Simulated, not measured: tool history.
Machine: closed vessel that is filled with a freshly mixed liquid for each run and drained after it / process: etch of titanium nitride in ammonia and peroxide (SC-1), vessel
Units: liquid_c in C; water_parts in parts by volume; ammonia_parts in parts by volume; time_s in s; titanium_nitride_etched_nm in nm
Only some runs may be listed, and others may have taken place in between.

Run 1, hour 0.0: liquid_c 50.0 C, water_parts 15.5 parts by volume, ammonia_parts 0.55 parts by volume, time_s 210 s. Result: titanium_nitride_etched_nm 8.1116 nm.
Run 2, hour 5.1: liquid_c 49.5 C, water_parts 15.5 parts by volume, ammonia_parts 0.55 parts by volume, time_s 210 s. Result: titanium_nitride_etched_nm 7.7322 nm.
Run 3, hour 13.8: liquid_c 49.5 C, water_parts 15.5 parts by volume, ammonia_parts 0.40 parts by volume, time_s 210 s. Result: titanium_nitride_etched_nm 7.3914 nm.
Run 4, hour 18.8: liquid_c 49.5 C, water_parts 15.5 parts by volume, ammonia_parts 0.40 parts by volume, time_s 210 s. Result: titanium_nitride_etched_nm 7.3350 nm.
Run 5, hour 26.5: liquid_c 49.5 C, water_parts 15.5 parts by volume, ammonia_parts 0.40 parts by volume, time_s 165 s. Result: titanium_nitride_etched_nm 5.8299 nm.
Run 6, hour 33.6: liquid_c 49.5 C, water_parts 15.5 parts by volume, ammonia_parts 0.40 parts by volume, time_s 210 s. Result: titanium_nitride_etched_nm 7.3503 nm.

Forecast run 7:
Run 7, hour 37.1: liquid_c 49.5 C, water_parts 15.5 parts by volume, ammonia_parts 0.40 parts by volume, time_s 210 s. Result: titanium_nitride_etched_nm ?.

{"run 7": {"titanium_nitride_etched_nm": 7.4071}}
